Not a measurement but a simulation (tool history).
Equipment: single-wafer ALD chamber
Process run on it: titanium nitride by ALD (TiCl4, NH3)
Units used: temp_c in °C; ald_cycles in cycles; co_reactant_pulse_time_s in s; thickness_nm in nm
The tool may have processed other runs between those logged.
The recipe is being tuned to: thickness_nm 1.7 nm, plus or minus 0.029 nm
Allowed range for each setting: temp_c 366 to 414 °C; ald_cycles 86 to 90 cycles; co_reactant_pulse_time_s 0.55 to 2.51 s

run  hour  temp_c  ald_cycles  co_reactant_pulse_time_s  thickness_nm
  1     0     390          90                      1.53        1.8939
  2   1.5     390          90                      1.16        1.8574
  3   3.5     388          89                      1.07        1.8048
  4    12     381          89                      1.07         1.779
  5  12.5     381          89                      1.23        1.8311
  6  19.8     381          89                      1.16        1.8037
  7  24.5     380          89                      1.12        1.7906
  8    28     379          89                      1.09        1.7943
  9  29.2     379          89                      1.05        1.7797
 10  37.6     379          89                      1.05        1.7797
 11  43.4     379          89                      1.03        1.7751
 12  48.3     379          89                      1.01        1.7629

Pick the move, out of 5, that brings all results within their allowed miss; only one does.
  A  53.2     377          90                      0.99             ?
  B  53.2     386          87                      1.26             ?
  C  53.2     378          90                      0.81             ?
  D  53.2     376          90                      1.14             ?
  E  53.2     375          90                      1.33             ?

move  thickness_nm
   A        1.7825
   B        1.8067
   C        1.7176
   D        1.8171
   E        1.8493
A: moves away from the targets compared with the last run
B: moves away from the targets compared with the last run
C: hits every target within its allowed miss
D: moves away from the targets compared with the last run
E: moves away from the targets compared with the last run
The move that meets every target is C.
